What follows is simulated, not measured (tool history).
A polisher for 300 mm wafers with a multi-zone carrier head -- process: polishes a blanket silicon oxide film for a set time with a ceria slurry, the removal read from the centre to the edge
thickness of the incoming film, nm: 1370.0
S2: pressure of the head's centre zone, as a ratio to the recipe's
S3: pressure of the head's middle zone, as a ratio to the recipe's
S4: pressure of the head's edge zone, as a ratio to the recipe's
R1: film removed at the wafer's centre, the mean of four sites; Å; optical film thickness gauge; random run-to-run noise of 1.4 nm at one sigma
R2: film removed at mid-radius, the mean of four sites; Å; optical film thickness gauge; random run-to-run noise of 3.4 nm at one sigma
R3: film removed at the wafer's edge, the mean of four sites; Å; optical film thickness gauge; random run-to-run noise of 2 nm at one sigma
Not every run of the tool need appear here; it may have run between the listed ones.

{"run": 1, "day": 0.0, "flow of slurry (ml/min)": 295, "S2": 1.0, "S3": 1.0, "S4": 1.0, "polishing time (s)": 70, "R1": 3106.4, "R2": 3135.8, "R3": 3153.0}
{"run": 2, "day": 0.242, "flow of slurry (ml/min)": 295, "S2": 1.0, "S3": 1.06, "S4": 1.0, "polishing time (s)": 70, "R1": 3102.3, "R2": 3270.8, "R3": 3127.0}
{"run": 3, "day": 0.354, "flow of slurry (ml/min)": 295, "S2": 1.0, "S3": 1.02, "S4": 1.0, "polishing time (s)": 70, "R1": 3074.4, "R2": 3110.1, "R3": 3159.6}
{"run": 4, "day": 0.438, "flow of slurry (ml/min)": 295, "S2": 1.06, "S3": 1.02, "S4": 1.0, "polishing time (s)": 70, "R1": 3246.2, "R2": 3107.8, "R3": 3121.7}
{"run": 5, "day": 0.554, "flow of slurry (ml/min)": 295, "S2": 1.06, "S3": 1.02, "S4": 1.0, "polishing time (s)": 55, "R1": 2563.8, "R2": 2467.4, "R3": 2456.7}
{"run": 6, "day": 0.896, "flow of slurry (ml/min)": 285, "S2": 1.01, "S3": 1.03, "S4": 1.0, "polishing time (s)": 55, "R1": 2405.3, "R2": 2537.4, "R3": 2462.9}

Run 7 has not been measured yet. What should we expect?
{"run": 7, "day": 1.046, "flow of slurry (ml/min)": 270, "S2": 0.99, "S3": 1.03, "S4": 1.01, "polishing time (s)": 55, "R1": "?", "R2": "?", "R3": "?"}

For run 7 the tool returned R1 2397.1 Å, R2 2578.9 Å, R3 2455.7 Å.
